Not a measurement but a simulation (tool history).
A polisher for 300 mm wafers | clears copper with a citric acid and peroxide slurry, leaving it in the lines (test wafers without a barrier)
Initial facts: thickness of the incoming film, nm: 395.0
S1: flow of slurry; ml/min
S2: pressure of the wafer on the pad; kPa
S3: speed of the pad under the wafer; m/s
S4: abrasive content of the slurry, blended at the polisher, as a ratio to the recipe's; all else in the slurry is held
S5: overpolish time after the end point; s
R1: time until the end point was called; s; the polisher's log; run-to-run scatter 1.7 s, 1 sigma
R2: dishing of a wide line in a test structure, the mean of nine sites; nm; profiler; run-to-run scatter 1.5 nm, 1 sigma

run 1 hour=0 | S1=205 S2=18.6 S3=1.34 S4=1 S5=28 | R1=162.35 R2=44.912
run 2 hour=8.1 | S1=205 S2=18.6 S3=1.34 S4=1 S5=37 | R1=168.49 R2=57.433
run 3 hour=16.3 | S1=205 S2=20.7 S3=1.36 S4=1 S5=35 | R1=150.01 R2=58.259
run 4 hour=20.3 | S1=205 S2=20.7 S3=1.36 S4=0.85 S5=35 | R1=152.35 R2=56.02
run 5 hour=22.4 | S1=205 S2=22.8 S3=1.38 S4=0.85 S5=35 | R1=137.51 R2=60.84
run 6 hour=30.5 | S1=205 S2=24.1 S3=1.4 S4=0.85 S5=34 | R1=130.01 R2=65.69

Forecast run 7:
run 7 hour=31.8 | S1=205 S2=25.5 S3=1.42 S4=0.85 S5=32 | R1=? R2=?

R1: 118.47 s
R2: 67.144 nm

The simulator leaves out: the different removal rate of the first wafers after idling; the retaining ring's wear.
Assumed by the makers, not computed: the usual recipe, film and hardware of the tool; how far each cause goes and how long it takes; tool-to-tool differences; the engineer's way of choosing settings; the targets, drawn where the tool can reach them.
